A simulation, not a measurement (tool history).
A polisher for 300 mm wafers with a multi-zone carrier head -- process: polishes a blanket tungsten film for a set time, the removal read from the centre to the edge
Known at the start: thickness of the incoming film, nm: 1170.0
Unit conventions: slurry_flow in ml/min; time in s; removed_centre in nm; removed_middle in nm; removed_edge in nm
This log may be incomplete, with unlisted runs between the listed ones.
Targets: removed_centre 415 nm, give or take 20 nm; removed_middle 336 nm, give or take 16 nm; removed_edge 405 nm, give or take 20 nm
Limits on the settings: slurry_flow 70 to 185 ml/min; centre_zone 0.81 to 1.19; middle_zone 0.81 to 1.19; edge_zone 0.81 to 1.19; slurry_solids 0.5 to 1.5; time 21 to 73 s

run	day	slurry_flow	centre_zone	middle_zone	edge_zone	slurry_solids	time	removed_centre	removed_middle	removed_edge
1	0	120	1	1	1	1	47	255.96	265.45	265.84
2	0.054	120	0.96	1	1	1	47	252.1	269.6	264.81
3	0.292	120	0.96	1	1	1.15	47	256.53	274.77	271.37
4	0.425	120	1.01	1	1	1.15	47	280.23	271	274.62
5	0.462	120	1.01	1	1	1.3	47	283.33	274.84	280.64
6	0.817	120	1.01	1	1	1.4	47	282.88	285.26	276.49
7	1.054	125	1.03	0.97	1.05	1.4	51	314.83	291.65	309.29
8	1.258	150	1.09	0.95	1.15	1.5	61	413.31	371.12	405.76
9	1.408	145	1.1	0.93	1.15	1.5	61	421.81	365.07	411.91
10	1.45	145	1.1	0.91	1.15	1.5	61	419.49	362.15	405.19

Consider the 5 candidate settings below. Which is the only one whose results all fall within their allowed miss of target?
A	1.492	155	1.12	0.93	1.11	1.5	61	?	?	?
B	1.492	165	1.16	0.93	1.07	1.5	55	?	?	?
C	1.492	180	1.15	1.01	0.99	1.5	60	?	?	?
D	1.492	135	1.11	0.85	1.19	1.45	61	?	?	?
E	1.492	175	1	1.04	1.05	1.5	56	?	?	?

move	removed_centre	removed_middle	removed_edge
A	433.42	364.78	404.91
B	410.24	332.74	361.48
C	451.48	395.02	383.44
D	412.91	326.92	409.04
E	364.2	376.43	366.86
A: its largest miss is bigger than the last run's
B: the worst result of the last run now meets its target, but another is out of spec
C: its largest miss is bigger than the last run's
D: all results land within tolerance of their targets
E: its largest miss is bigger than the last run's
The right move is D.
